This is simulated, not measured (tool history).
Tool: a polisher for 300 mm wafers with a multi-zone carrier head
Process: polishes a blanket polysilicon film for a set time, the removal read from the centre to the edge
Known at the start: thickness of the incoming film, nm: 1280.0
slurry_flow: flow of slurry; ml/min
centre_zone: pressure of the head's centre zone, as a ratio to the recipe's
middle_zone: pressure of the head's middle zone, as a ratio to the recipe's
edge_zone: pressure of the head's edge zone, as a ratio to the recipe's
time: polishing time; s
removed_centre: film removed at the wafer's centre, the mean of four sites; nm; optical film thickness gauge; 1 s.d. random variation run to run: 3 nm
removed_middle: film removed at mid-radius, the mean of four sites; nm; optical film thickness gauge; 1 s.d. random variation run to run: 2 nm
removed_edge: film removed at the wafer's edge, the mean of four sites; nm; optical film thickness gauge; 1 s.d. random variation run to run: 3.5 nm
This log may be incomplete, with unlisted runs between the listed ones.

run	hour	slurry_flow	centre_zone	middle_zone	edge_zone	time	removed_centre	removed_middle	removed_edge
1	0.0	165	1.00	1.00	1.00	53	328.50	332.75	325.45
2	6.5	155	1.01	0.96	0.98	53	332.28	314.81	320.66
3	11.5	155	1.01	0.96	0.98	59	367.59	350.98	360.41
4	13.6	155	0.93	0.96	0.98	59	336.53	351.98	359.87
5	20.9	175	0.93	0.96	0.98	59	350.58	367.98	359.52
6	27.0	200	0.93	0.96	0.98	59	358.90	373.61	370.32
7	29.7	185	0.94	0.92	0.94	57	346.46	339.76	348.21
8	34.0	175	0.95	0.90	0.91	56	344.08	329.12	332.80
9	38.2	160	0.95	0.88	0.90	55	325.40	306.56	320.69

Run 10 has not been measured yet. What should we expect?
10	47.1	150	0.96	0.87	0.89	55	?	?	?

removed_centre: 327.69 nm
removed_middle: 301.05 nm
removed_edge: 325.13 nm

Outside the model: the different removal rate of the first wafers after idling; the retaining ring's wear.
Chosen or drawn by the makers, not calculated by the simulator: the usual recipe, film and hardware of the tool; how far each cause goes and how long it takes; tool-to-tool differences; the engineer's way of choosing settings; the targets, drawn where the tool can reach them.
